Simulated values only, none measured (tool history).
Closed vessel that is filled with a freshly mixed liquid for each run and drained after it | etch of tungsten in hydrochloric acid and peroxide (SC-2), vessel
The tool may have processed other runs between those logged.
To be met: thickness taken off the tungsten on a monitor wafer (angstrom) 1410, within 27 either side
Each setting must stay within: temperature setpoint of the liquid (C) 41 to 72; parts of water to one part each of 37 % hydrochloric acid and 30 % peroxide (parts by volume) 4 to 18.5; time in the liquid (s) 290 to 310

run,hour,temperature setpoint of the liquid (C),parts of water to one part each of 37 % hydrochloric acid and 30 % peroxide (parts by volume),time in the liquid (s),thickness taken off the tungsten on a monitor wafer (angstrom)
1,0,57,10.5,290,883.49
2,8.8,58,10.5,290,946.65
3,12.6,53.5,10.5,290,708.18
4,18.6,53.5,10.5,310,755.32
5,22.3,53.5,7.5,310,991.01
6,23.7,54.5,7.5,310,1074.8
7,25.8,55,7.5,310,1091.5
8,33.6,55.5,7.5,310,1130.4
9,38.3,56,7.5,310,1170.7
10,41.3,56.5,7.5,310,1213.2
11,47.5,57,7.5,310,1250.7
12,53.4,57.5,7.5,310,1289.3
13,56,58.5,7.5,310,1362.2
14,61.6,58.5,7.5,310,1378.1

Below are 5 possible settings for the next run. Only one of them brings all results inside the allowed miss of their targets. Which is it?
A,67.2,57,6.5,295,?
B,67.2,58.5,7.5,305,?
C,67.2,57.5,7,300,?
D,67.2,62.5,9.5,300,?
E,67.2,62.5,8.5,290,?

move,thickness taken off the tungsten on a monitor wafer (angstrom)
A,1324.6
B,1348
C,1313.5
D,1406.7
E,1489.3
A: lands further from the targets than the last run did
B: lands further from the targets than the last run did
C: lands further from the targets than the last run did
D: all results land within tolerance of their targets
E: the result that was furthest off in the last run now lies on the other side of its target
D meets every target.
